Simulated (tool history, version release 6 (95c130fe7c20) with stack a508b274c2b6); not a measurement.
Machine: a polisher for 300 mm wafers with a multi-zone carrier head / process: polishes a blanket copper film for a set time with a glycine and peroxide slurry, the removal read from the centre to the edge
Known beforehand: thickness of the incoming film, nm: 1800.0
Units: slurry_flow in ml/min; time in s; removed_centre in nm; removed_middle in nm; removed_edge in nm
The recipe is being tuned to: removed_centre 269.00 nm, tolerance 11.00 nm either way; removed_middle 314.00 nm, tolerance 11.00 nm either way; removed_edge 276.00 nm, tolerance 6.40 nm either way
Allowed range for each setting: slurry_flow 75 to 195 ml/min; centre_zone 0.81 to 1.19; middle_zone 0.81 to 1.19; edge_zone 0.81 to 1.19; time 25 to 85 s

run	hour	slurry_flow	centre_zone	middle_zone	edge_zone	time	removed_centre	removed_middle	removed_edge
1	0.0	125	1.00	1.00	1.00	55	344.16	358.71	339.35
2	7.6	125	0.94	1.00	1.00	55	330.54	356.11	337.58
3	8.6	125	0.94	0.96	1.00	55	333.51	343.87	337.68
4	15.9	95	0.94	0.96	1.00	55	318.71	331.99	329.76
5	22.6	95	0.92	0.98	0.96	54	302.30	328.90	314.34
6	28.9	95	0.91	0.99	0.92	53	293.27	325.59	306.87
# hour 37.6: edge zone pressure recalibrated
7	37.6	95	0.91	1.00	0.90	52	286.76	323.13	312.79
8	44.9	95	0.94	1.03	0.95	50	285.18	320.64	305.74
9	50.6	115	0.94	1.04	0.91	48	285.52	318.04	293.63
10	58.0	115	0.94	1.05	0.89	47	278.18	312.59	287.66

Exactly one of the 4 candidate moves below puts every result within its allowed miss. Which one?
A	65.4	105	0.94	1.09	0.86	46	?	?	?
B	65.4	135	0.89	0.99	0.91	48	?	?	?
C	65.4	95	0.86	1.00	0.91	51	?	?	?
D	65.4	110	0.99	1.03	0.91	49	?	?	?

move	removed_centre	removed_middle	removed_edge
A	268.54	309.24	271.73
B	276.95	309.54	297.15
C	267.04	314.00	303.90
D	303.82	316.34	296.61
A: all results land within tolerance of their targets
B: the biggest miss grows against the last run
C: the biggest miss grows against the last run
D: the biggest miss grows against the last run
So the answer is move A, the one that meets all the targets.

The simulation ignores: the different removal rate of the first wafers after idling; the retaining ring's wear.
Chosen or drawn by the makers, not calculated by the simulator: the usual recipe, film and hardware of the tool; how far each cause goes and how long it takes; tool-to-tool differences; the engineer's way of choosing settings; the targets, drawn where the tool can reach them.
